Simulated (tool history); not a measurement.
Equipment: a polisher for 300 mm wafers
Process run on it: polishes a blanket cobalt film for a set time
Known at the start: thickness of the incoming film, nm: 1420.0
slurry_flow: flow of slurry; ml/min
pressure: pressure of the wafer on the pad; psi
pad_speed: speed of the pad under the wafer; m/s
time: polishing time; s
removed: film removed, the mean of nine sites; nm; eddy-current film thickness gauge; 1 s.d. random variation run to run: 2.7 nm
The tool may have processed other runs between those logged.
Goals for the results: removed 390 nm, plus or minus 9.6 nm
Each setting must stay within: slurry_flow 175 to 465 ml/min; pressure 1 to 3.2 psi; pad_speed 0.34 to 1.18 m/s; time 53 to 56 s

Run 1, hour 0: slurry_flow 295 ml/min, pressure 2.1 psi, pad_speed 0.76 m/s, time 53 s. Result: removed 249.7 nm.
Run 2, hour 6.4: slurry_flow 300 ml/min, pressure 2.4 psi, pad_speed 0.76 m/s, time 53 s. Result: removed 275.84 nm.
Run 3, hour 8.4: slurry_flow 300 ml/min, pressure 2.6 psi, pad_speed 0.78 m/s, time 53 s. Result: removed 298.78 nm.
Run 4, hour 10.2: slurry_flow 300 ml/min, pressure 2.8 psi, pad_speed 0.8 m/s, time 53 s. Result: removed 324.11 nm.
Run 5, hour 13.5: slurry_flow 300 ml/min, pressure 3.2 psi, pad_speed 0.8 m/s, time 53 s. Result: removed 357.04 nm.
Run 6, hour 16.4: slurry_flow 300 ml/min, pressure 3.2 psi, pad_speed 0.66 m/s, time 53 s. Result: removed 304.15 nm.
Run 7, hour 21.2: slurry_flow 305 ml/min, pressure 3.2 psi, pad_speed 0.72 m/s, time 53 s. Result: removed 328.29 nm.
Run 8, hour 24.8: slurry_flow 305 ml/min, pressure 3.2 psi, pad_speed 0.72 m/s, time 53 s. Result: removed 334.16 nm.
Run 9, hour 31.7: slurry_flow 330 ml/min, pressure 3.2 psi, pad_speed 0.74 m/s, time 53 s. Result: removed 339.42 nm.

Which single option among these 4 for the next run brings every result within its allowed miss of target? Just one does.
Run A, hour 38.6: slurry_flow 360 ml/min, pressure 2.7 psi, pad_speed 1.04 m/s, time 55 s. Result: removed ?.
Run B, hour 38.6: slurry_flow 295 ml/min, pressure 3.2 psi, pad_speed 0.78 m/s, time 55 s. Result: removed ?.
Run C, hour 38.6: slurry_flow 335 ml/min, pressure 3.2 psi, pad_speed 0.76 m/s, time 56 s. Result: removed ?.
Run D, hour 38.6: slurry_flow 385 ml/min, pressure 3.1 psi, pad_speed 0.84 m/s, time 56 s. Result: removed ?.

move  removed
   A   414.29
   B   364.36
   C   366.86
   D   392.65
A: takes the result that was furthest off past its target
B: better than the last run, though not everything is in spec
C: better than the last run, though not everything is in spec
D: meets every target
So the answer is move D, the one that meets all the targets.

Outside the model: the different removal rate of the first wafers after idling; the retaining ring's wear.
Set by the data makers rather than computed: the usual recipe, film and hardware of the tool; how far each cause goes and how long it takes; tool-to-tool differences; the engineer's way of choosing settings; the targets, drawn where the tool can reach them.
